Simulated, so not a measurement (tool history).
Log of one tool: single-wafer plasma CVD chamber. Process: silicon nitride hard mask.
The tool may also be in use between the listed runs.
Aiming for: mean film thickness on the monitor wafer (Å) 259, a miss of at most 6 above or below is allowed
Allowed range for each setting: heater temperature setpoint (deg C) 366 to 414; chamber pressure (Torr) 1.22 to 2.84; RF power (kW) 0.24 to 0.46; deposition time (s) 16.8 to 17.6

| run | hour | heater temperature setpoint (deg C) | chamber pressure (Torr) | RF power (kW) | deposition time (s) | mean film thickness on the monitor wafer (Å) |
|---|---|---|---|---|---|---|
| 1 | 0 | 390 | 2.03 | 0.35 | 17.6 | 228.08 |
| 2 | 4.2 | 390 | 2.13 | 0.355 | 17.6 | 234.18 |
| 3 | 12.6 | 390 | 2.22 | 0.36 | 17.6 | 235.49 |
| 4 | 13.3 | 390 | 2.26 | 0.37 | 17.6 | 239.49 |
| 5 | 19.6 | 394 | 2.26 | 0.37 | 17.6 | 243.74 |
| 6 | 27.5 | 395 | 2.31 | 0.375 | 17.6 | 245.51 |
| 7 | 34.2 | 395 | 2.31 | 0.375 | 17.6 | 245.65 |
| 8 | 37.1 | 395 | 2.35 | 0.38 | 17.6 | 249.64 |
| 9 | 40.8 | 395 | 2.38 | 0.38 | 17.6 | 251.86 |

Below are 4 possible settings for the next run. Only one of them brings all results inside the allowed miss of their targets. Which is it?
| A | 44.5 | 398 | 2.52 | 0.39 | 17.6 | ? |
| B | 44.5 | 389 | 2.21 | 0.355 | 17.6 | ? |
| C | 44.5 | 390 | 2.58 | 0.395 | 16.8 | ? |
| D | 44.5 | 408 | 2.41 | 0.37 | 17.6 | ? |

| move | mean film thickness on the monitor wafer (Å) |
|---|---|
| A | 254.34 |
| B | 233.57 |
| C | 246.49 |
| D | 242.78 |
A: meets every target
B: the biggest miss grows against the last run
C: the biggest miss grows against the last run
D: the biggest miss grows against the last run
A is the move that brings every result within its allowed miss.
